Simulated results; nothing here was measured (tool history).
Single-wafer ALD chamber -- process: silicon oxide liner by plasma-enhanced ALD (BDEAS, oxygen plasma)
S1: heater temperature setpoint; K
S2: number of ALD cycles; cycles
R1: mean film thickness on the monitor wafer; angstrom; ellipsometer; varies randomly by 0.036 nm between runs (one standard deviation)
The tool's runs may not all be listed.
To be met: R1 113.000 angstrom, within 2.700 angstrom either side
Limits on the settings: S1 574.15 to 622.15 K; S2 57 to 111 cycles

run,day,S1,S2,R1
1,0.000,598.15,84,87.897
2,0.175,598.15,89,92.888
3,0.412,598.15,83,86.484
4,0.642,591.15,83,87.255
5,0.929,601.15,83,86.086
6,1.296,601.15,92,95.345
7,1.421,601.15,95,98.707
8,1.621,601.15,98,101.880
9,1.650,601.15,100,103.480

Consider the 5 candidate settings below. Which is the only one whose results all fall within their allowed miss of target?
A,1.679,603.15,95,?
B,1.679,593.15,101,?
C,1.679,602.15,95,?
D,1.679,594.15,104,?
E,1.679,596.15,107,?

move,R1
A,98.383
B,106.340
C,98.547
D,109.320
E,112.100
A: moves away from the targets compared with the last run
B: nearer the targets than the last run, but a result is still out of spec
C: moves away from the targets compared with the last run
D: nearer the targets than the last run, but a result is still out of spec
E: in spec on every target
The move that meets every target is E.
